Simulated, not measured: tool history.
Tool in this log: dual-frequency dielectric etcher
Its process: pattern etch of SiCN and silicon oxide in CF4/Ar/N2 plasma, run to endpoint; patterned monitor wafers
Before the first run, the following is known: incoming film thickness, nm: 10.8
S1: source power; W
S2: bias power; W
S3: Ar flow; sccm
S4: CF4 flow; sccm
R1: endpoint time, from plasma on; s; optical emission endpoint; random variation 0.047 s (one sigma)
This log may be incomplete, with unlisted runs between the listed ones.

run,hour,S1,S2,S3,S4,R1
1,0.0,370,67,129,79,16.635
2,3.2,370,57,129,79,17.782
3,8.5,370,57,129,89,17.378
4,13.6,410,59,128,89,15.554
5,16.2,410,59,148,89,16.001
6,24.1,440,62,147,89,14.695
7,29.2,460,65,146,89,13.771
8,36.6,480,67,145,89,13.058
9,43.9,490,68,145,89,12.795
10,45.8,500,70,144,89,12.313

Expected results for the next run?
11,49.8,500,71,144,89,?

Logged for run 11: R1 12.293 s.
